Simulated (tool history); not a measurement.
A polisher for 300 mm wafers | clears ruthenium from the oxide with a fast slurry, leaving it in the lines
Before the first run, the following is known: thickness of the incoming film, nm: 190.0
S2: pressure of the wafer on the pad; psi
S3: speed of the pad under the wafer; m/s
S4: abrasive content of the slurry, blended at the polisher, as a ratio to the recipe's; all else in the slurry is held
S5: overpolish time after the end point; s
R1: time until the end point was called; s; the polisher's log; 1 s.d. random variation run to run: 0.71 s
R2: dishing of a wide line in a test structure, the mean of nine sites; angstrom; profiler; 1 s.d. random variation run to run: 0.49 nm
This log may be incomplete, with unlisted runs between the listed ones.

Run 1, day 0: flow of slurry (ml/min) 200, S2 3.3 psi, S3 1.04 m/s, S4 1, S5 20 s. Result: R1 50.684 s, R2 305.68 angstrom.
Run 2, day 0.333: flow of slurry (ml/min) 200, S2 3.5 psi, S3 1.04 m/s, S4 1, S5 16 s. Result: R1 45.883 s, R2 290.52 angstrom.
Run 3, day 0.629: flow of slurry (ml/min) 200, S2 2.7 psi, S3 1.04 m/s, S4 1, S5 16 s. Result: R1 61.397 s, R2 274.73 angstrom.
Run 4, day 0.992: flow of slurry (ml/min) 200, S2 3.2 psi, S3 0.98 m/s, S4 1, S5 13 s. Result: R1 54.4 s, R2 257.18 angstrom.
Run 5, day 1.283: flow of slurry (ml/min) 200, S2 4.1 psi, S3 0.98 m/s, S4 1, S5 13 s. Result: R1 42.21 s, R2 278.42 angstrom.
At day 1.317: slurry nozzle cleaned.
Run 6, day 1.317: flow of slurry (ml/min) 180, S2 4.1 psi, S3 0.98 m/s, S4 1, S5 13 s. Result: R1 41.193 s, R2 282.04 angstrom.
Run 7, day 1.517: flow of slurry (ml/min) 220, S2 4.3 psi, S3 0.88 m/s, S4 1.1, S5 11 s. Result: R1 40.556 s, R2 264.32 angstrom.

Forecast run 8:
Run 8, day 1.567: flow of slurry (ml/min) 250, S2 4.4 psi, S3 0.78 m/s, S4 1.25, S5 9 s. Result: R1 ?, R2 ?.

R1: 43.277 s
R2: 240.58 angstrom

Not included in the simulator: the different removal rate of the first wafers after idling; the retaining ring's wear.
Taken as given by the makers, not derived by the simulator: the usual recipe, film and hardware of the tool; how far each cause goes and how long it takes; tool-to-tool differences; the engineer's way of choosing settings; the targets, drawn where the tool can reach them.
